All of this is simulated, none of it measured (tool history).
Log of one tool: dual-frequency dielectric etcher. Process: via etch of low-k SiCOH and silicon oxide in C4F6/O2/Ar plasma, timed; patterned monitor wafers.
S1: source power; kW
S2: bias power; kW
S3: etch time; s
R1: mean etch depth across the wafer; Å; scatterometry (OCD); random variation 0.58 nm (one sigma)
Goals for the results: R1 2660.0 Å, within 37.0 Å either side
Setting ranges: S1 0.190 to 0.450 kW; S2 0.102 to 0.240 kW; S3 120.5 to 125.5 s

{"run": 1, "hour": 0.0, "S1": 0.32, "S2": 0.171, "S3": 120.5, "R1": 2832.6}
{"run": 2, "hour": 3.8, "S1": 0.31, "S2": 0.17, "S3": 120.5, "R1": 2797.4}
{"run": 3, "hour": 6.7, "S1": 0.34, "S2": 0.17, "S3": 120.5, "R1": 2881.9}
{"run": 4, "hour": 8.6, "S1": 0.32, "S2": 0.169, "S3": 120.5, "R1": 2826.8}
{"run": 5, "hour": 11.8, "S1": 0.32, "S2": 0.169, "S3": 125.5, "R1": 2943.5}
{"run": 6, "hour": 16.8, "S1": 0.32, "S2": 0.149, "S3": 125.5, "R1": 2830.9}
{"run": 7, "hour": 18.6, "S1": 0.32, "S2": 0.149, "S3": 125.5, "R1": 2821.3}
{"run": 8, "hour": 27.5, "S1": 0.31, "S2": 0.148, "S3": 125.5, "R1": 2798.2}

Below are 5 possible settings for the next run. Only one of them brings all results inside the allowed miss of their targets. Which is it?
{"run": "A", "hour": 36.4, "S1": 0.29, "S2": 0.146, "S3": 123.0, "R1": "?"}
{"run": "B", "hour": 36.4, "S1": 0.29, "S2": 0.122, "S3": 124.5, "R1": "?"}
{"run": "C", "hour": 36.4, "S1": 0.34, "S2": 0.165, "S3": 123.0, "R1": "?"}
{"run": "D", "hour": 36.4, "S1": 0.33, "S2": 0.138, "S3": 125.5, "R1": "?"}
{"run": "E", "hour": 36.4, "S1": 0.39, "S2": 0.107, "S3": 120.5, "R1": "?"}

move=A R1=2664.5
move=B R1=2544.9
move=C R1=2910.5
move=D R1=2775.3
move=E R1=2594.2
A: all results in spec
B: moves the result that the last run missed by most past its target, out the other side
C: further off than the last run
D: nearer than the last run, and not there yet
E: moves the result that the last run missed by most past its target, out the other side
Correct choice: A, which meets every target
